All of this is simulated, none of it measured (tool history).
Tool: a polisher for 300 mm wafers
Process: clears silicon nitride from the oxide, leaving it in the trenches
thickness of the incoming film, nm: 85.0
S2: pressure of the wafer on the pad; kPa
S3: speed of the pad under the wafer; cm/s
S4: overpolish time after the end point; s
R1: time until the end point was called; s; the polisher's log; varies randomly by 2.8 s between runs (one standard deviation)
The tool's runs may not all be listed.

run 1 hour=0 | flow_of_slurry_(ml/min)=130 S2=16.5 S3=106 S4=29 | R1=102
run 2 hour=8.2 | flow_of_slurry_(ml/min)=130 S2=15.2 S3=104 S4=29 | R1=111.78
run 3 hour=8.8 | flow_of_slurry_(ml/min)=130 S2=13.8 S3=102 S4=29 | R1=129.16
run 4 hour=13.1 | flow_of_slurry_(ml/min)=130 S2=13.8 S3=90 S4=29 | R1=137.08
run 5 hour=20.2 | flow_of_slurry_(ml/min)=130 S2=13.8 S3=116 S4=29 | R1=116.39
run 6 hour=22.3 | flow_of_slurry_(ml/min)=160 S2=13.8 S3=116 S4=29 | R1=110.32
run 7 hour=27.4 | flow_of_slurry_(ml/min)=160 S2=12.4 S3=114 S4=29 | R1=122.9
run 8 hour=31.4 | flow_of_slurry_(ml/min)=160 S2=11.7 S3=112 S4=29 | R1=130.98
run 9 hour=39.1 | flow_of_slurry_(ml/min)=160 S2=11.7 S3=112 S4=29 | R1=131.89
run 10 hour=44.4 | flow_of_slurry_(ml/min)=160 S2=11 S3=112 S4=29 | R1=137.93
run 11 hour=51.4 | flow_of_slurry_(ml/min)=150 S2=7.6 S3=104 S4=29 | R1=206.4

For run 12, what comes out?
run 12 hour=54.4 | flow_of_slurry_(ml/min)=155 S2=7.6 S3=104 S4=29 | R1=?

{"run 12": {"R1": 214.18}}
